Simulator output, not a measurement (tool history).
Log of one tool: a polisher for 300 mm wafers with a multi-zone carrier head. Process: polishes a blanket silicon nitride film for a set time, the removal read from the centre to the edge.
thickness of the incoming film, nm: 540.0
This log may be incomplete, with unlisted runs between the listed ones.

run,hour,flow of slurry (ml/min),pressure of the head's centre zone,pressure of the head's middle zone,pressure of the head's edge zone,polishing time (s),film removed at the wafer's centre (Å),film removed at mid-radius (Å),film removed at the wafer's edge (Å)
1,0,155,1,1,1,82,973.44,970.23,1007.4
2,1.7,155,1,1,1,65,773.75,762.97,806.87
3,3.3,160,1.01,1.01,1.03,70,848.31,852,895.12
4,4.2,160,1.01,1.01,1.03,54,649.59,661.17,682.47
5,9.4,165,1.02,1.01,1.06,61,747,747.33,785.93
6,13.4,170,1.03,1.01,1.08,66,827.75,807.13,883.54
7,21.2,180,1.04,1.03,1.1,69,889.76,857.7,930.29
8,22.3,180,1.04,1.05,1.11,73,940.57,928.37,968.59
9,23.3,185,1.04,1.05,1.12,76,975.03,981.87,1034
10,31.5,190,1.05,1.05,1.13,78,1006.3,989.73,1078.3
# hour 33.3: edge zone pressure recalibrated
11,33.3,195,1.06,1.06,1.14,80,1050.5,1047,1044

What will run 12 give?
12,39.3,195,1.06,1.06,1.15,82,?,?,?

film removed at the wafer's centre (Å): 1080.9
film removed at mid-radius (Å): 1067.6
film removed at the wafer's edge (Å): 1089.8

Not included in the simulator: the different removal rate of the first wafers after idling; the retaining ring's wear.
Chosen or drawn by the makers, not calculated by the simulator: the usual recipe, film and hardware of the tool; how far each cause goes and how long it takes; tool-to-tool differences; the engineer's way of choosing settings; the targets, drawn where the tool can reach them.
